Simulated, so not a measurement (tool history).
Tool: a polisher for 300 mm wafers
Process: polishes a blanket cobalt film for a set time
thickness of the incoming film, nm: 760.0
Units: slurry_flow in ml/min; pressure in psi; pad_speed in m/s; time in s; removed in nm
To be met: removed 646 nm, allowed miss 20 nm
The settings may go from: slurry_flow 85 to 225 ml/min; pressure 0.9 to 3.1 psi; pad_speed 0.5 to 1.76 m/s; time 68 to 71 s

run,day,slurry_flow,pressure,pad_speed,time,removed
1,0,145,2,1.12,68,369.69
2,0.217,145,2,1.12,68,370.03
3,0.517,175,2,1.12,68,384.44
4,0.762,175,2.1,1.12,68,403.91
5,1.079,175,2.1,1.12,68,402.61
6,1.117,175,1.7,1.12,68,325.93
# day 1.167: slurry nozzle cleaned
7,1.167,175,1.9,1.12,68,383.6
8,1.308,180,2,1.12,68,410.44
9,1.421,185,2.1,1.12,68,423.85
10,1.612,190,2.2,1.12,68,447.84
11,1.871,190,2.2,1.12,68,441.11
12,2.038,195,2.3,1.12,68,459.16
13,2.279,195,2.4,1.12,68,496.29
14,2.312,195,2.5,1.12,68,497.72
15,2.538,200,2.6,1.12,68,530.29
16,2.85,210,2.8,1.12,68,575.56

4 next moves are on the table. One of them brings every result within its allowed miss. Which?
A,3.162,205,2.3,1.38,71,?
B,3.162,225,3.1,1.08,71,?
C,3.162,215,3.1,1.06,68,?
D,3.162,225,2.8,1.1,71,?

move,removed
A,605.25
B,644.89
C,603.62
D,594.18
A: nearer than the last run, and not there yet
B: meets every target
C: nearer than the last run, and not there yet
D: nearer than the last run, and not there yet
Answer: B
